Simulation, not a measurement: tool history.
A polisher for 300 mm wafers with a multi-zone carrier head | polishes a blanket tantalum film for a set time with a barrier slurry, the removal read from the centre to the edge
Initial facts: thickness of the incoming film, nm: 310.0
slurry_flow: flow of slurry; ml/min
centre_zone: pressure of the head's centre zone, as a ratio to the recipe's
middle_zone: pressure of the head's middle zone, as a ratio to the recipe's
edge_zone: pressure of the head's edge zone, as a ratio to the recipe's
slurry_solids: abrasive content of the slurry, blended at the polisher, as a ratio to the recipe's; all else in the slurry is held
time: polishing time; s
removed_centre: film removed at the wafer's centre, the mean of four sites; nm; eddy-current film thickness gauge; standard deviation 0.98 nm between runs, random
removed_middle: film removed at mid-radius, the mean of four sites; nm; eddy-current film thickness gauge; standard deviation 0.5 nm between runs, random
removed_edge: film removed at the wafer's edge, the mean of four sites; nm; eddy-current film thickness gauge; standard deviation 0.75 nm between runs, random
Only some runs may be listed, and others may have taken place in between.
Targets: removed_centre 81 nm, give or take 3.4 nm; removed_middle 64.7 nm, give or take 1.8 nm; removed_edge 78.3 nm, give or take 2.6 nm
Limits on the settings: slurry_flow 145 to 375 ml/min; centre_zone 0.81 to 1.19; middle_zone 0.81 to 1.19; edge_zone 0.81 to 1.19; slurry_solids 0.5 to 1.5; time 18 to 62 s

| run | hour | slurry_flow | centre_zone | middle_zone | edge_zone | slurry_solids | time | removed_centre | removed_middle | removed_edge |
|---|---|---|---|---|---|---|---|---|---|---|
| 1 | 0 | 240 | 1 | 1 | 1 | 1 | 40 | 48.805 | 48.674 | 47.784 |
| 2 | 3.7 | 240 | 0.93 | 1 | 1 | 1 | 40 | 45.407 | 49.16 | 48.5 |
| 3 | 6.5 | 240 | 0.93 | 1 | 1 | 1 | 50 | 56.161 | 61.104 | 61.033 |
| 4 | 13 | 245 | 0.98 | 0.96 | 1.04 | 1.15 | 50 | 63.52 | 61.544 | 64.225 |
| 5 | 15.5 | 270 | 0.98 | 0.96 | 1.04 | 1.15 | 50 | 62.853 | 61.73 | 66.629 |
| 6 | 17.5 | 290 | 1.03 | 0.96 | 1.07 | 1.2 | 50 | 67.91 | 63.984 | 68.176 |
| 7 | 22.1 | 290 | 1.03 | 0.96 | 1.07 | 1.2 | 50 | 67.337 | 63.106 | 67.601 |
| 8 | 29.8 | 300 | 1.05 | 0.94 | 1.09 | 1.3 | 50 | 70.909 | 63.836 | 69.005 |
| 9 | 35.2 | 310 | 1.06 | 0.91 | 1.12 | 1.35 | 51 | 74.592 | 64.411 | 72.919 |

Consider the 5 candidate settings below. Which is the only one whose results all fall within their allowed miss of target?
| A | 40.6 | 355 | 0.99 | 0.85 | 1.19 | 1.4 | 50 | ? | ? | ? |
| B | 40.6 | 325 | 0.99 | 0.9 | 1.04 | 1.3 | 51 | ? | ? | ? |
| C | 40.6 | 330 | 1.08 | 0.83 | 1.11 | 1.4 | 54 | ? | ? | ? |
| D | 40.6 | 280 | 1 | 0.88 | 1.19 | 1.05 | 55 | ? | ? | ? |
| E | 40.6 | 205 | 0.9 | 0.85 | 1.19 | 1.15 | 59 | ? | ? | ? |

| move | removed_centre | removed_middle | removed_edge |
|---|---|---|---|
| A | 68.698 | 61.39 | 75.563 |
| B | 68.212 | 63.87 | 70.415 |
| C | 80.119 | 64.631 | 78.521 |
| D | 68.557 | 62.515 | 75.191 |
| E | 65.711 | 64.775 | 80.845 |
A: misses by more than the last run did
B: misses by more than the last run did
C: each result inside its tolerance
D: misses by more than the last run did
E: puts the biggest miss on target and leaves a different result outside tolerance
Go with C: it meets all targets.
